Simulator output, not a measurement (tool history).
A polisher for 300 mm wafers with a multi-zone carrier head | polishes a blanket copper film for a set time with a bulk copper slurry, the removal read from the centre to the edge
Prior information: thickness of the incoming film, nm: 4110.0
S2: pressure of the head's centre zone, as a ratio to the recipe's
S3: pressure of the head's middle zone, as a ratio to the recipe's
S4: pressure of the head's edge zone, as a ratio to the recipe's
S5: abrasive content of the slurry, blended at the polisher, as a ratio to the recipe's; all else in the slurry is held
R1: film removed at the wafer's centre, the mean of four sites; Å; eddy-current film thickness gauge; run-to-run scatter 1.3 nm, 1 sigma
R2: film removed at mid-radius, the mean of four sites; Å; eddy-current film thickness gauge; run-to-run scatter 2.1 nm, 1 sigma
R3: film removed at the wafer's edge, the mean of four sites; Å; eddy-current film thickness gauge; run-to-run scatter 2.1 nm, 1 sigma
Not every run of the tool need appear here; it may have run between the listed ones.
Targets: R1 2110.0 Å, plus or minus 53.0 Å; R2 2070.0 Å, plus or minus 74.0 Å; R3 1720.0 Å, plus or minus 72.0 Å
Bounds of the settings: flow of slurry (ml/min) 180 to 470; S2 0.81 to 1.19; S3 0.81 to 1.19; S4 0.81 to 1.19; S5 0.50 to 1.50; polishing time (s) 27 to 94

Run 1, hour 0.0: flow of slurry (ml/min) 300, S2 1.00, S3 1.00, S4 1.00, S5 1.00, polishing time (s) 60. Result: R1 2502.5 Å, R2 2806.1 Å, R3 2813.6 Å.
Run 2, hour 8.6: flow of slurry (ml/min) 300, S2 1.00, S3 1.00, S4 0.95, S5 1.00, polishing time (s) 60. Result: R1 2534.4 Å, R2 2802.2 Å, R3 2696.8 Å.
Run 3, hour 14.5: flow of slurry (ml/min) 300, S2 1.00, S3 0.96, S4 0.95, S5 1.00, polishing time (s) 60. Result: R1 2526.8 Å, R2 2656.6 Å, R3 2678.5 Å.
Run 4, hour 15.3: flow of slurry (ml/min) 320, S2 1.04, S3 0.99, S4 0.91, S5 0.85, polishing time (s) 55. Result: R1 2296.0 Å, R2 2446.9 Å, R3 2327.9 Å.
Run 5, hour 22.6: flow of slurry (ml/min) 320, S2 1.04, S3 1.04, S4 0.91, S5 0.85, polishing time (s) 55. Result: R1 2312.1 Å, R2 2615.2 Å, R3 2342.7 Å.
Run 6, hour 30.8: flow of slurry (ml/min) 325, S2 1.08, S3 1.04, S4 0.88, S5 0.75, polishing time (s) 52. Result: R1 2210.7 Å, R2 2324.0 Å, R3 2128.1 Å.
Run 7, hour 37.2: flow of slurry (ml/min) 345, S2 1.11, S3 1.06, S4 0.86, S5 0.70, polishing time (s) 50. Result: R1 2160.0 Å, R2 2268.2 Å, R3 1993.8 Å.
Run 8, hour 39.7: flow of slurry (ml/min) 365, S2 1.13, S3 1.07, S4 0.85, S5 0.65, polishing time (s) 49. Result: R1 2113.4 Å, R2 2201.0 Å, R3 1898.6 Å.
Run 9, hour 48.1: flow of slurry (ml/min) 380, S2 1.15, S3 1.07, S4 0.84, S5 0.60, polishing time (s) 49. Result: R1 2127.5 Å, R2 2159.7 Å, R3 1852.7 Å.
Run 10, hour 53.9: flow of slurry (ml/min) 395, S2 1.19, S3 1.09, S4 0.81, S5 0.50, polishing time (s) 47. Result: R1 2009.4 Å, R2 2021.9 Å, R3 1611.6 Å.

4 next moves are on the table. One of them brings every result within its allowed miss. Which?
Run A, hour 59.7: flow of slurry (ml/min) 380, S2 1.09, S3 1.09, S4 0.88, S5 0.50, polishing time (s) 49. Result: R1 ?, R2 ?, R3 ?.
Run B, hour 59.7: flow of slurry (ml/min) 375, S2 1.09, S3 1.01, S4 0.93, S5 0.55, polishing time (s) 49. Result: R1 ?, R2 ?, R3 ?.
Run C, hour 59.7: flow of slurry (ml/min) 470, S2 1.19, S3 1.06, S4 0.81, S5 0.75, polishing time (s) 44. Result: R1 ?, R2 ?, R3 ?.
Run D, hour 59.7: flow of slurry (ml/min) 320, S2 1.08, S3 1.09, S4 0.83, S5 0.60, polishing time (s) 47. Result: R1 ?, R2 ?, R3 ?.

move      R1      R2      R3
   A  1866.9  2069.9  1807.9
   B  1916.2  1992.4  1907.2
   C  2083.7  2062.5  1773.7
   D  1841.0  2063.4  1761.2
A: further off than the last run
B: further off than the last run
C: meets every target
D: further off than the last run
C is the move that brings every result within its allowed miss.
